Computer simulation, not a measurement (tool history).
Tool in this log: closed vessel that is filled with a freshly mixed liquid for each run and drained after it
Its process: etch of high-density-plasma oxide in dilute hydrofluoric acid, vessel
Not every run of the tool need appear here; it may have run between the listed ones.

run	hour	temperature setpoint of the liquid (C)	parts of water to one part of 49 % hydrofluoric acid (parts by volume)	time in the liquid (s)	thickness taken off the high-density-plasma oxide on a monitor wafer (angstrom)
1	0	25	55	75	96.039
2	5.3	25	55	50	64.391
3	9.3	26	50	50	74.341
4	14	27	45	55	96.807
5	21.8	27.5	45	55	96.424
6	29.3	26	45	55	91.656
7	37.6	26.5	45	55	93.464
8	39.7	27	45	55	93.738
9	45.2	27.5	45	55	95.494
10	47.8	28	45	55	99.633
11	48.6	28.5	45	55	102.7

Estimate the outcome of run 12 from the log above:
12	53.3	29	45	55	?

{"run 12": {"thickness taken off the high-density-plasma oxide on a monitor wafer (angstrom)": 103.58}}
